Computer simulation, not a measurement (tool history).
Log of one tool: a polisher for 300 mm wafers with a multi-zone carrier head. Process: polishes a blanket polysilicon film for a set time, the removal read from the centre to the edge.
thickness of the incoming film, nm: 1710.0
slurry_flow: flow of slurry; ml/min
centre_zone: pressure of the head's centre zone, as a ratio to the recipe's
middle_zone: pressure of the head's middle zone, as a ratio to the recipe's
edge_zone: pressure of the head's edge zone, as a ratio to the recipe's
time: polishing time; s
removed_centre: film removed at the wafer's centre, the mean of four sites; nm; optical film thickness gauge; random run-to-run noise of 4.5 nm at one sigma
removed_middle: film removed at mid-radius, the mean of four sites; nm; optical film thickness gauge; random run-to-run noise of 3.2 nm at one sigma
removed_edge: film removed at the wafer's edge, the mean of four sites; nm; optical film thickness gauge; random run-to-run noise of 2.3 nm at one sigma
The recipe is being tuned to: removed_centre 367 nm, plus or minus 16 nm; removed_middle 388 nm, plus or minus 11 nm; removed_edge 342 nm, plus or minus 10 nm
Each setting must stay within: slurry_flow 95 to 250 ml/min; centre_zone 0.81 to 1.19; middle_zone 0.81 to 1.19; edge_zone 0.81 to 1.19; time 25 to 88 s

| run | day | slurry_flow | centre_zone | middle_zone | edge_zone | time | removed_centre | removed_middle | removed_edge |
|---|---|---|---|---|---|---|---|---|---|
| 1 | 0 | 160 | 1 | 1 | 1 | 56 | 369.65 | 381.54 | 390.44 |
| 2 | 0.304 | 160 | 1 | 0.97 | 1 | 56 | 364.5 | 368.76 | 385.85 |
| 3 | 0.529 | 160 | 1 | 0.97 | 1.06 | 56 | 367.1 | 367.14 | 397.67 |
| 4 | 0.604 | 160 | 1 | 0.97 | 1.11 | 56 | 370.75 | 368.51 | 414.52 |
| 5 | 0.804 | 160 | 1 | 1.02 | 1.11 | 56 | 373.82 | 385.38 | 409.71 |
| 6 | 0.912 | 155 | 1.01 | 1.03 | 1.08 | 56 | 375.76 | 381.9 | 407.1 |
| 7 | 1.229 | 160 | 1.01 | 1.04 | 1.04 | 55 | 359.36 | 382.1 | 391.73 |
| 8 | 1.267 | 160 | 1.03 | 1.05 | 1 | 55 | 372.5 | 389.67 | 380.15 |
| 9 | 1.583 | 135 | 1.05 | 1.09 | 0.9 | 53 | 344.7 | 372.25 | 344.47 |
| 10 | 1.912 | 140 | 1.06 | 1.09 | 0.89 | 53 | 364.06 | 370.69 | 343.4 |
|  | 2.129 | slurry nozzle cleaned |
| 11 | 2.129 | 140 | 1.06 | 1.1 | 0.89 | 53 | 394.06 | 408.99 | 370.59 |
| 12 | 2.317 | 135 | 1.06 | 1.1 | 0.88 | 53 | 401.6 | 404.92 | 356.67 |
| 13 | 2.512 | 130 | 1.05 | 1.1 | 0.88 | 53 | 391.33 | 408.33 | 361.94 |
| 14 | 2.725 | 135 | 1.05 | 1.1 | 0.88 | 53 | 390.12 | 404.5 | 360.73 |
| 15 | 3.071 | 130 | 1.05 | 1.1 | 0.88 | 53 | 387.23 | 404.14 | 357.49 |

Pick the move, out of 4, that brings all results within their allowed miss; only one does.
| A | 3.417 | 175 | 1 | 0.99 | 0.97 | 50 | ? | ? | ? |
| B | 3.417 | 170 | 1 | 0.96 | 0.99 | 50 | ? | ? | ? |
| C | 3.417 | 210 | 1.07 | 1.12 | 0.81 | 50 | ? | ? | ? |
| D | 3.417 | 165 | 1 | 1.07 | 0.84 | 50 | ? | ? | ? |

| move | removed_centre | removed_middle | removed_edge |
|---|---|---|---|
| A | 363.14 | 370.59 | 369.9 |
| B | 361.19 | 360.12 | 372.41 |
| C | 399.99 | 419.63 | 346.91 |
| D | 359.48 | 390.39 | 343.49 |
A: moves away from the targets compared with the last run
B: moves away from the targets compared with the last run
C: gets the furthest-off result to its target, but another result is out of tolerance
D: in spec on every target
So the answer is move D, the one that meets all the targets.

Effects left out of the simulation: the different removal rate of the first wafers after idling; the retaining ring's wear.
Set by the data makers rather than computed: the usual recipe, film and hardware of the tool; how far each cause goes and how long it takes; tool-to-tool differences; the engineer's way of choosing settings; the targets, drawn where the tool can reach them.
